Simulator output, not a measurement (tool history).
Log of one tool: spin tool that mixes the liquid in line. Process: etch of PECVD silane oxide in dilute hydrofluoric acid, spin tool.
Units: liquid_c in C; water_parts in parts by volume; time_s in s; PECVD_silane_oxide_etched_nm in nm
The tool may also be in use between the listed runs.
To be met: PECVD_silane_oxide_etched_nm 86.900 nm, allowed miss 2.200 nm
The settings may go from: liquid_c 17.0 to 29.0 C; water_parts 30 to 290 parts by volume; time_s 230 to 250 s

Run 1, hour 0.0: liquid_c 21.0 C, water_parts 160 parts by volume, time_s 230 s. Result: PECVD_silane_oxide_etched_nm 36.313 nm.
Run 2, hour 9.0: liquid_c 22.0 C, water_parts 160 parts by volume, time_s 230 s. Result: PECVD_silane_oxide_etched_nm 37.700 nm.
Run 3, hour 14.5: liquid_c 24.0 C, water_parts 135 parts by volume, time_s 230 s. Result: PECVD_silane_oxide_etched_nm 50.044 nm.
Run 4, hour 22.0: liquid_c 26.5 C, water_parts 135 parts by volume, time_s 230 s. Result: PECVD_silane_oxide_etched_nm 54.801 nm.
Run 5, hour 23.1: liquid_c 27.5 C, water_parts 120 parts by volume, time_s 230 s. Result: PECVD_silane_oxide_etched_nm 64.988 nm.
Run 6, hour 29.5: liquid_c 28.0 C, water_parts 110 parts by volume, time_s 230 s. Result: PECVD_silane_oxide_etched_nm 73.005 nm.
Run 7, hour 35.8: liquid_c 28.5 C, water_parts 105 parts by volume, time_s 230 s. Result: PECVD_silane_oxide_etched_nm 78.973 nm.
Run 8, hour 39.4: liquid_c 28.5 C, water_parts 100 parts by volume, time_s 230 s. Result: PECVD_silane_oxide_etched_nm 83.901 nm.

Which of these 4 next moves meets every target?
Run A, hour 43.0: liquid_c 27.0 C, water_parts 90 parts by volume, time_s 240 s. Result: PECVD_silane_oxide_etched_nm ?.
Run B, hour 43.0: liquid_c 27.5 C, water_parts 100 parts by volume, time_s 250 s. Result: PECVD_silane_oxide_etched_nm ?.
Run C, hour 43.0: liquid_c 28.0 C, water_parts 90 parts by volume, time_s 230 s. Result: PECVD_silane_oxide_etched_nm ?.
Run D, hour 43.0: liquid_c 29.0 C, water_parts 100 parts by volume, time_s 250 s. Result: PECVD_silane_oxide_etched_nm ?.

move  PECVD_silane_oxide_etched_nm
   A                        92.307
   B                        87.054
   C                        91.950
   D                        92.175
A: takes the result that was furthest off past its target
B: meets every target
C: takes the result that was furthest off past its target
D: takes the result that was furthest off past its target
Answer: B

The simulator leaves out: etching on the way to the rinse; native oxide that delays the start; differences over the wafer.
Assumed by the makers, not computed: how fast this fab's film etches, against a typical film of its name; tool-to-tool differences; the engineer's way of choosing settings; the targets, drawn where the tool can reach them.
